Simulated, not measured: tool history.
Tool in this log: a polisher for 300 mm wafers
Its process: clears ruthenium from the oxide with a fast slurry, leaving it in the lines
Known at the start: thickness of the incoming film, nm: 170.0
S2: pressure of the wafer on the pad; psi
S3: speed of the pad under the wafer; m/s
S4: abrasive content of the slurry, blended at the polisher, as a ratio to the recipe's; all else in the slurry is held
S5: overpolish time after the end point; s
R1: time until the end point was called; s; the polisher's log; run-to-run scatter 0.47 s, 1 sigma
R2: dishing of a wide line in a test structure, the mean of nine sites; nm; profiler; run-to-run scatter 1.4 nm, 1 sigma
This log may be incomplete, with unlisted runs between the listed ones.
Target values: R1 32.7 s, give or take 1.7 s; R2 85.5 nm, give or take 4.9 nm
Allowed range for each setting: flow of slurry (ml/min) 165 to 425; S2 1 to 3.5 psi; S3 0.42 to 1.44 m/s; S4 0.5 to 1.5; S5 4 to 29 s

{"run": 1, "hour": 0.0, "flow of slurry (ml/min)": 275, "S2": 2.2, "S3": 0.92, "S4": 1, "S5": 15, "R1": 47.548, "R2": 39.163}
{"run": 2, "hour": 9.0, "flow of slurry (ml/min)": 275, "S2": 2.2, "S3": 0.92, "S4": 1.1, "S5": 15, "R1": 45.532, "R2": 39.7}
{"run": 3, "hour": 12.0, "flow of slurry (ml/min)": 275, "S2": 2.2, "S3": 0.92, "S4": 1.1, "S5": 9, "R1": 47.153, "R2": 24.853}
{"run": 4, "hour": 13.0, "flow of slurry (ml/min)": 265, "S2": 2.4, "S3": 0.96, "S4": 1, "S5": 13, "R1": 43.127, "R2": 38.048}
{"run": 5, "hour": 21.3, "flow of slurry (ml/min)": 235, "S2": 2.4, "S3": 0.96, "S4": 1, "S5": 13, "R1": 43.603, "R2": 35.876}
{"run": 6, "hour": 30.0, "flow of slurry (ml/min)": 235, "S2": 2.4, "S3": 0.96, "S4": 1, "S5": 19, "R1": 44.381, "R2": 51.592}
{"run": 7, "hour": 37.9, "flow of slurry (ml/min)": 270, "S2": 2.6, "S3": 0.96, "S4": 1, "S5": 20, "R1": 40.121, "R2": 55.519}
{"run": 8, "hour": 40.9, "flow of slurry (ml/min)": 265, "S2": 2.8, "S3": 1, "S4": 0.95, "S5": 22, "R1": 38.276, "R2": 65.693}
{"run": 9, "hour": 48.7, "flow of slurry (ml/min)": 265, "S2": 2.9, "S3": 1.02, "S4": 0.95, "S5": 23, "R1": 37.457, "R2": 69.688}
{"run": 10, "hour": 53.7, "flow of slurry (ml/min)": 265, "S2": 3, "S3": 1.04, "S4": 0.95, "S5": 24, "R1": 36.294, "R2": 73.77}
{"run": 11, "hour": 56.9, "flow of slurry (ml/min)": 265, "S2": 3.1, "S3": 1.06, "S4": 0.95, "S5": 25, "R1": 33.027, "R2": 78.909}
{"run": 12, "hour": 63.9, "flow of slurry (ml/min)": 265, "S2": 3.1, "S3": 1.06, "S4": 0.95, "S5": 25, "R1": 34.58, "R2": 76.51}

Exactly one of the 4 candidate moves below puts every result within its allowed miss. Which one?
{"run": "A", "hour": 70.9, "flow of slurry (ml/min)": 260, "S2": 3.5, "S3": 1.22, "S4": 0.7, "S5": 29, "R1": "?", "R2": "?"}
{"run": "B", "hour": 70.9, "flow of slurry (ml/min)": 355, "S2": 3, "S3": 1.12, "S4": 0.95, "S5": 26, "R1": "?", "R2": "?"}
{"run": "C", "hour": 70.9, "flow of slurry (ml/min)": 250, "S2": 3.3, "S3": 1.18, "S4": 1.1, "S5": 29, "R1": "?", "R2": "?"}
{"run": "D", "hour": 70.9, "flow of slurry (ml/min)": 330, "S2": 3.3, "S3": 1.14, "S4": 1, "S5": 25, "R1": "?", "R2": "?"}

move=A R1=29.983 R2=96.133
move=B R1=32.112 R2=84.787
move=C R1=28.365 R2=99.802
move=D R1=29.166 R2=88.349
A: takes the biggest miss from the last run beyond its target
B: every result lands within tolerance
C: takes the biggest miss from the last run beyond its target
D: puts the biggest miss on target and leaves a different result outside tolerance
B meets every target.
